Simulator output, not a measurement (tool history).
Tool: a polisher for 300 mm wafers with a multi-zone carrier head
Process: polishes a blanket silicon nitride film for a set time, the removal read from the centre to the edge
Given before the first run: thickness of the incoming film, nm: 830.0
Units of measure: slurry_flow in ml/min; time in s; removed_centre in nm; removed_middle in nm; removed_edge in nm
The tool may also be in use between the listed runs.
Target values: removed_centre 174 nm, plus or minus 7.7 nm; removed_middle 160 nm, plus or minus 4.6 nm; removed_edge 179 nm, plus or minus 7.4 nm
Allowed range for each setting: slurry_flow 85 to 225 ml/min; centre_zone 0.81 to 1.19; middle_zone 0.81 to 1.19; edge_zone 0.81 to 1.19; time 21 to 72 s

run	hour	slurry_flow	centre_zone	middle_zone	edge_zone	time	removed_centre	removed_middle	removed_edge
1	0	145	1	1	1	46	125.69	127.15	131.52
2	6	150	1.02	1	1.03	48	135.66	131.21	136.3
3	14.1	150	1.01	0.99	1.05	51	139.78	138.73	145.83
4	20.3	150	1.01	0.94	1.05	51	140.97	134.76	146.28
5	21	150	1.08	0.94	1.05	51	150.09	134.45	146.18
6	25.1	150	1.08	0.94	1.05	57	167.7	149.28	162.01
7	31.3	155	1.07	0.94	1.07	57	169.12	148.46	163.82
8	36.1	160	1.06	0.95	1.08	58	170.15	152.43	172.92
9	42.8	180	1.06	0.99	1.08	58	176.76	161.7	171.9

Which single option among these 4 for the next run brings every result within its allowed miss of target? Just one does.
A	49.5	205	1.06	1.04	1.02	58	?	?	?
B	49.5	175	1.06	0.96	1.14	59	?	?	?
C	49.5	130	0.95	0.94	1.18	63	?	?	?
D	49.5	205	1.11	1.02	1.04	56	?	?	?

move	removed_centre	removed_middle	removed_edge
A	173.11	173.66	168.59
B	171.95	161.68	178.78
C	156.34	162.32	188.28
D	175.06	164.89	164.37
A: misses by more than the last run did
B: meets every target
C: takes the result that was furthest off past its target
D: misses by more than the last run did
B meets every target.
